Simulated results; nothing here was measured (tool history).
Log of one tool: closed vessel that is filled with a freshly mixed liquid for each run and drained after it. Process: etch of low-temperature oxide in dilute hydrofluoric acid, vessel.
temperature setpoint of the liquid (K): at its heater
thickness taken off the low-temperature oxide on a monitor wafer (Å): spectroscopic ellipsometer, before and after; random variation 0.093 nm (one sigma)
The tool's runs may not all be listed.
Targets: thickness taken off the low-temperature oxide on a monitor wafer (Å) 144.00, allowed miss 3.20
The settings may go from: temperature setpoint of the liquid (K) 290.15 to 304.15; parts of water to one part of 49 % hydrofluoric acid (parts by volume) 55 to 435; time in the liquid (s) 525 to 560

run	day	temperature setpoint of the liquid (K)	parts of water to one part of 49 % hydrofluoric acid (parts by volume)	time in the liquid (s)	thickness taken off the low-temperature oxide on a monitor wafer (Å)
1	0.000	296.15	245	525	252.34
2	0.350	294.15	270	525	206.75
3	0.450	292.65	270	525	195.14
4	0.688	291.65	285	525	174.44
5	0.925	291.65	215	525	250.61
6	0.979	291.65	180	525	306.39
7	1.096	291.15	225	525	229.59
8	1.308	290.65	250	525	199.16

5 next moves are on the table. One of them brings every result within its allowed miss. Which?
A	1.521	290.15	330	525	?
B	1.521	291.15	320	540	?
C	1.521	290.65	215	560	?
D	1.521	290.65	330	540	?
E	1.521	291.65	350	525	?

move	thickness taken off the low-temperature oxide on a monitor wafer (Å)
A	138.57
B	153.82
C	255.33
D	145.21
E	135.81
A: takes the result that was furthest off past its target
B: nearer than the last run, and not there yet
C: further off than the last run
D: meets every target
E: takes the result that was furthest off past its target
Move D is the one to make.
